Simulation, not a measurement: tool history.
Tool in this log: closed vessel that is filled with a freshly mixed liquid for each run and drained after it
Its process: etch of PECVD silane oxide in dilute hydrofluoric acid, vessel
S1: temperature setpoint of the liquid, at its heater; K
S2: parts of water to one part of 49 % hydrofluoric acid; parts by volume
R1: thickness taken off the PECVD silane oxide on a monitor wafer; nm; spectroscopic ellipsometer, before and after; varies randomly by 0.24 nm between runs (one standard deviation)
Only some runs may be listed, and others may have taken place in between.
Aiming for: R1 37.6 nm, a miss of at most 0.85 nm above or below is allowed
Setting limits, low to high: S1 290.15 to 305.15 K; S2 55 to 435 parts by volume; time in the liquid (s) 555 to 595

{"run": 1, "hour": 0.0, "S1": 297.15, "S2": 245, "time in the liquid (s)": 555, "R1": 86.382}
{"run": 2, "hour": 7.1, "S1": 299.15, "S2": 245, "time in the liquid (s)": 555, "R1": 92.035}
{"run": 3, "hour": 13.1, "S1": 299.15, "S2": 300, "time in the liquid (s)": 555, "R1": 70.8}
{"run": 4, "hour": 21.2, "S1": 299.15, "S2": 300, "time in the liquid (s)": 555, "R1": 70.935}
{"run": 5, "hour": 26.2, "S1": 299.15, "S2": 230, "time in the liquid (s)": 555, "R1": 98.523}
{"run": 6, "hour": 34.0, "S1": 297.65, "S2": 255, "time in the liquid (s)": 555, "R1": 82.613}
{"run": 7, "hour": 37.7, "S1": 296.15, "S2": 275, "time in the liquid (s)": 555, "R1": 71.017}
{"run": 8, "hour": 41.9, "S1": 295.15, "S2": 290, "time in the liquid (s)": 555, "R1": 64.243}
{"run": 9, "hour": 42.7, "S1": 294.15, "S2": 305, "time in the liquid (s)": 555, "R1": 58.456}
{"run": 10, "hour": 44.7, "S1": 294.15, "S2": 305, "time in the liquid (s)": 555, "R1": 58.033}
{"run": 11, "hour": 47.8, "S1": 293.65, "S2": 315, "time in the liquid (s)": 555, "R1": 54.995}
{"run": 12, "hour": 52.8, "S1": 293.15, "S2": 325, "time in the liquid (s)": 555, "R1": 51.724}
{"run": 13, "hour": 60.1, "S1": 292.65, "S2": 335, "time in the liquid (s)": 555, "R1": 48.809}
{"run": 14, "hour": 68.0, "S1": 292.15, "S2": 340, "time in the liquid (s)": 555, "R1": 47.09}
{"run": 15, "hour": 75.3, "S1": 291.65, "S2": 345, "time in the liquid (s)": 555, "R1": 45.61}
{"run": 16, "hour": 83.3, "S1": 291.65, "S2": 345, "time in the liquid (s)": 555, "R1": 45.477}
{"run": 17, "hour": 88.8, "S1": 290.15, "S2": 375, "time in the liquid (s)": 555, "R1": 38.637}

Below are 5 possible settings for the next run. Only one of them brings all results inside the allowed miss of their targets. Which is it?
{"run": "A", "hour": 94.3, "S1": 291.65, "S2": 385, "time in the liquid (s)": 585, "R1": "?"}
{"run": "B", "hour": 94.3, "S1": 290.15, "S2": 365, "time in the liquid (s)": 555, "R1": "?"}
{"run": "C", "hour": 94.3, "S1": 290.15, "S2": 395, "time in the liquid (s)": 595, "R1": "?"}
{"run": "D", "hour": 94.3, "S1": 293.15, "S2": 425, "time in the liquid (s)": 570, "R1": "?"}
{"run": "E", "hour": 94.3, "S1": 290.15, "S2": 355, "time in the liquid (s)": 555, "R1": "?"}

move=A R1=41.678
move=B R1=40.143
move=C R1=38.84
move=D R1=37.531
move=E R1=41.604
A: moves away from the targets compared with the last run
B: moves away from the targets compared with the last run
C: moves away from the targets compared with the last run
D: hits every target within its allowed miss
E: moves away from the targets compared with the last run
D is the move that brings every result within its allowed miss.
